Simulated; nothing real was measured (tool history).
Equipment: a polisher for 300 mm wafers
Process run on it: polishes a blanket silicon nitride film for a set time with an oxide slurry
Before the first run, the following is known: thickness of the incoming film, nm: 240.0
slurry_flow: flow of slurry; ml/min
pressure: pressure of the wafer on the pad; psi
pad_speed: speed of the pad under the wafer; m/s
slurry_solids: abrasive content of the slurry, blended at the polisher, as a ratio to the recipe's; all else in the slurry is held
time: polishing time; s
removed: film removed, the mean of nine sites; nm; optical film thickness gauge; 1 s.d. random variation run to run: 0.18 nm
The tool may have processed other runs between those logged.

Run 1, hour 0: slurry_flow 170 ml/min, pressure 2.4 psi, pad_speed 1.18 m/s, slurry_solids 1, time 44 s. Result: removed 25.896 nm.
Run 2, hour 7.9: slurry_flow 170 ml/min, pressure 2.1 psi, pad_speed 1.18 m/s, slurry_solids 1, time 44 s. Result: removed 22.581 nm.
Run 3, hour 10.6: slurry_flow 170 ml/min, pressure 2.5 psi, pad_speed 1.18 m/s, slurry_solids 1, time 44 s. Result: removed 26.925 nm.
Run 4, hour 18.1: slurry_flow 170 ml/min, pressure 2.5 psi, pad_speed 1.18 m/s, slurry_solids 0.9, time 44 s. Result: removed 25.71 nm.
Run 5, hour 21.4: slurry_flow 170 ml/min, pressure 3 psi, pad_speed 1.18 m/s, slurry_solids 0.9, time 44 s. Result: removed 30.424 nm.
Run 6, hour 22.9: slurry_flow 195 ml/min, pressure 3 psi, pad_speed 1.18 m/s, slurry_solids 0.9, time 44 s. Result: removed 31.139 nm.
Run 7, hour 30.9: slurry_flow 175 ml/min, pressure 2.4 psi, pad_speed 1.14 m/s, slurry_solids 0.9, time 44 s. Result: removed 24.159 nm.

Predict the results of run 8:
Run 8, hour 35.8: slurry_flow 175 ml/min, pressure 2.2 psi, pad_speed 1.14 m/s, slurry_solids 0.9, time 44 s. Result: removed ?.

removed: 21.883 nm

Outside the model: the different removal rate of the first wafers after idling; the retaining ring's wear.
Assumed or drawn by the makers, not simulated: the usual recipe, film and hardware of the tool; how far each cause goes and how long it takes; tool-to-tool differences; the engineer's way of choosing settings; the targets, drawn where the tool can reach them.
